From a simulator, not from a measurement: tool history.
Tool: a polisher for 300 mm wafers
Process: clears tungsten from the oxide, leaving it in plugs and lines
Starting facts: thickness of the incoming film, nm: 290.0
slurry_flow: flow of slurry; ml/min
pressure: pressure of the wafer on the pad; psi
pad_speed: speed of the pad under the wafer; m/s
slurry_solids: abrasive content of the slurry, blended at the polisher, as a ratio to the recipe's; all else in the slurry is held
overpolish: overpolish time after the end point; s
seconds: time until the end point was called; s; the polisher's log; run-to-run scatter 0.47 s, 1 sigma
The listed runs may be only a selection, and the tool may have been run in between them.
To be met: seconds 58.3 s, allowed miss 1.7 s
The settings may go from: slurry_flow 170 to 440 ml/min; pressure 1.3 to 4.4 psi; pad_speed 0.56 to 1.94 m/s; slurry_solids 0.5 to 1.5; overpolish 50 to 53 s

Run 1, hour 0: slurry_flow 280 ml/min, pressure 2.8 psi, pad_speed 1.24 m/s, slurry_solids 1, overpolish 50 s. Result: seconds 67.207 s.
Run 2, hour 8.9: slurry_flow 280 ml/min, pressure 2.8 psi, pad_speed 1.08 m/s, slurry_solids 1, overpolish 50 s. Result: seconds 75.36 s.
Run 3, hour 11.2: slurry_flow 280 ml/min, pressure 2.4 psi, pad_speed 1.08 m/s, slurry_solids 1, overpolish 50 s. Result: seconds 88.074 s.
Run 4, hour 20.2: slurry_flow 280 ml/min, pressure 2.7 psi, pad_speed 1.08 m/s, slurry_solids 1, overpolish 50 s. Result: seconds 79.312 s.
Run 5, hour 22.2: slurry_flow 280 ml/min, pressure 2.3 psi, pad_speed 1.08 m/s, slurry_solids 1, overpolish 50 s. Result: seconds 91.728 s.
Run 6, hour 30.3: slurry_flow 280 ml/min, pressure 1.6 psi, pad_speed 1.08 m/s, slurry_solids 1, overpolish 50 s. Result: seconds 129.54 s.
Run 7, hour 37.7: slurry_flow 280 ml/min, pressure 2.1 psi, pad_speed 1.08 m/s, slurry_solids 1, overpolish 50 s. Result: seconds 100.46 s.
Run 8, hour 44.4: slurry_flow 280 ml/min, pressure 2.5 psi, pad_speed 1.08 m/s, slurry_solids 1, overpolish 50 s. Result: seconds 85.391 s.
Run 9, hour 49.3: slurry_flow 280 ml/min, pressure 2.8 psi, pad_speed 1.08 m/s, slurry_solids 1, overpolish 50 s. Result: seconds 76.029 s.
Run 10, hour 55.8: slurry_flow 280 ml/min, pressure 3 psi, pad_speed 1.08 m/s, slurry_solids 1, overpolish 50 s. Result: seconds 71.898 s.
Run 11, hour 63.5: slurry_flow 280 ml/min, pressure 3.2 psi, pad_speed 1.08 m/s, slurry_solids 1, overpolish 50 s. Result: seconds 66.639 s.
Run 12, hour 69.6: slurry_flow 280 ml/min, pressure 3.3 psi, pad_speed 1.08 m/s, slurry_solids 1, overpolish 50 s. Result: seconds 65.501 s.
Run 13, hour 74.5: slurry_flow 280 ml/min, pressure 3.4 psi, pad_speed 1.08 m/s, slurry_solids 1, overpolish 50 s. Result: seconds 62.629 s.

Of the 5 settings listed for the next run, only one would bring every result within its allowed miss of target. Which one?
Run A, hour 79.4: slurry_flow 315 ml/min, pressure 3.6 psi, pad_speed 1.04 m/s, slurry_solids 0.9, overpolish 50 s. Result: seconds ?.
Run B, hour 79.4: slurry_flow 280 ml/min, pressure 4.3 psi, pad_speed 0.94 m/s, slurry_solids 0.9, overpolish 53 s. Result: seconds ?.
Run C, hour 79.4: slurry_flow 345 ml/min, pressure 4.3 psi, pad_speed 0.82 m/s, slurry_solids 1.1, overpolish 53 s. Result: seconds ?.
Run D, hour 79.4: slurry_flow 185 ml/min, pressure 3.2 psi, pad_speed 1.22 m/s, slurry_solids 0.95, overpolish 53 s. Result: seconds ?.
Run E, hour 79.4: slurry_flow 265 ml/min, pressure 3.6 psi, pad_speed 0.98 m/s, slurry_solids 1.2, overpolish 51 s. Result: seconds ?.

move  seconds
   A   63.001
   B   59.038
   C   62.929
   D   63.982
   E   63.401
A: moves away from the targets compared with the last run
B: every result lands within tolerance
C: moves away from the targets compared with the last run
D: moves away from the targets compared with the last run
E: moves away from the targets compared with the last run
Correct choice: B, which meets every target

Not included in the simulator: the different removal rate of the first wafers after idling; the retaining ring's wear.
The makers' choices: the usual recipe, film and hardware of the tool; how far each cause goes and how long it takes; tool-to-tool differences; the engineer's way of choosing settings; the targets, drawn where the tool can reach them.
